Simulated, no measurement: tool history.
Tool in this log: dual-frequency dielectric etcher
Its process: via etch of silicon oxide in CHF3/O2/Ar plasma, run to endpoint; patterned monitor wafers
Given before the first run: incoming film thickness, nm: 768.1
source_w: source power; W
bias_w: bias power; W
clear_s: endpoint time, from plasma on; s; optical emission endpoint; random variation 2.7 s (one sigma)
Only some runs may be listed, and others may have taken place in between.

run    day  source_w  bias_w  clear_s
  1  0.000       560     155   438.49
  2  0.158       560     167   432.76
  3  0.212       560     184   411.06
  4  0.312       470     184   439.63
  5  0.342       550     184   414.74
  6  0.708       550     161   436.48
  7  0.758       560     162   428.91

Expected results for the next run?
  8  1.004       570     163        ?

clear_s: 425.50 s

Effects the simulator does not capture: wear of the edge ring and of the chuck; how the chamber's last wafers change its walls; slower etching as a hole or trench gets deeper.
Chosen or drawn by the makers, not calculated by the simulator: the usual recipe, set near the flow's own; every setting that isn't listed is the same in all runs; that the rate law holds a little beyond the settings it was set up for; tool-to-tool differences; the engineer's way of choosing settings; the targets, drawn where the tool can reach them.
